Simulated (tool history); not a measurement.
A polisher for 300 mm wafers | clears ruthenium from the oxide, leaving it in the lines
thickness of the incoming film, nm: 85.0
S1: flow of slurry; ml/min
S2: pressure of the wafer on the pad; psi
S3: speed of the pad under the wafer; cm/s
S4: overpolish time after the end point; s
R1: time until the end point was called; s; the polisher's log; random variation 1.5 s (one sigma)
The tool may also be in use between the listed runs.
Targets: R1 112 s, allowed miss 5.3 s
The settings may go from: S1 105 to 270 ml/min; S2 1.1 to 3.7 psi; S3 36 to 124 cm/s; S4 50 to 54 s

run 1 hour=0 | S1=175 S2=2.4 S3=80 S4=50 | R1=70.772
run 2 hour=5.2 | S1=145 S2=2.4 S3=80 S4=50 | R1=71.946
run 3 hour=12.4 | S1=145 S2=2.4 S3=72 S4=50 | R1=78.602
run 4 hour=17.7 | S1=145 S2=2.4 S3=72 S4=50 | R1=79.802
-- hour=18.8 worn pad replaced by a new one
run 5 hour=18.8 | S1=145 S2=2.4 S3=72 S4=54 | R1=75.546
run 6 hour=22.1 | S1=145 S2=2.2 S3=72 S4=54 | R1=78.291
run 7 hour=28.8 | S1=145 S2=2 S3=68 S4=54 | R1=91.008
run 8 hour=29.5 | S1=145 S2=1.9 S3=68 S4=54 | R1=91.69
run 9 hour=31.4 | S1=145 S2=1.8 S3=68 S4=54 | R1=94.861
run 10 hour=35.6 | S1=145 S2=1.7 S3=68 S4=54 | R1=100.38
run 11 hour=42.4 | S1=145 S2=1.6 S3=68 S4=54 | R1=103.48

Which of these 5 next moves meets every target?
run A hour=49.2 | S1=150 S2=1.1 S3=70 S4=50 | R1=?
run B hour=49.2 | S1=120 S2=1.5 S3=78 S4=54 | R1=?
run C hour=49.2 | S1=140 S2=1.9 S3=68 S4=53 | R1=?
run D hour=49.2 | S1=130 S2=2.3 S3=54 S4=50 | R1=?
run E hour=49.2 | S1=185 S2=1.1 S3=76 S4=50 | R1=?

move=A R1=122.31
move=B R1=94.599
move=C R1=91.255
move=D R1=100.74
move=E R1=110.45
A: takes the result that was furthest off past its target
B: further off than the last run
C: further off than the last run
D: further off than the last run
E: meets every target
Move E is the one to make.

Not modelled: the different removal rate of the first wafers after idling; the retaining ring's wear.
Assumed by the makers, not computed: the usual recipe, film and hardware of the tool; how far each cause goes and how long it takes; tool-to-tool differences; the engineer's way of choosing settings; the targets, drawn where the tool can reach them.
